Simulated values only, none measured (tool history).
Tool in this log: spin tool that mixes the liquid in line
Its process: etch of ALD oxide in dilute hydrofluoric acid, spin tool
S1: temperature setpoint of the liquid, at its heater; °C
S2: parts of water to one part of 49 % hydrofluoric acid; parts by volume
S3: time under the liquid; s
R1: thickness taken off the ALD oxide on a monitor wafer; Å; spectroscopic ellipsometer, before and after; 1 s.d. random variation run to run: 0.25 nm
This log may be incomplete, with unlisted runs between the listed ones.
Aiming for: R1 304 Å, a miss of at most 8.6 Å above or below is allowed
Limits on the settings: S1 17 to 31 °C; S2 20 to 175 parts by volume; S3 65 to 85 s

run    day    S1  S2  S3      R1
  1      0    23  95  85  199.78
  2  0.321  24.5  95  85  213.99
  3  0.467  24.5  80  85  261.25
  4  0.492  27.5  80  85  293.98
  5  0.746  27.5  80  65  223.57
  6  0.842  27.5  95  65  181.23
  7  0.879    31  60  65  352.92
  8  0.988    31  60  65  350.12

Below are 5 possible settings for the next run. Only one of them brings all results inside the allowed miss of their targets. Which is it?
  A  1.096    31  55  65   ?
  B  1.096  29.5  65  65   ?
  C  1.096    30  60  80   ?
  D  1.096    31  65  65   ?
  E  1.096    30  55  75   ?

move      R1
   A  384.11
   B  302.01
   C  413.67
   D  320.02
   E   426.3
A: moves away from the targets compared with the last run
B: every result lands within tolerance
C: moves away from the targets compared with the last run
D: better than the last run, though not everything is in spec
E: moves away from the targets compared with the last run
Answer: B
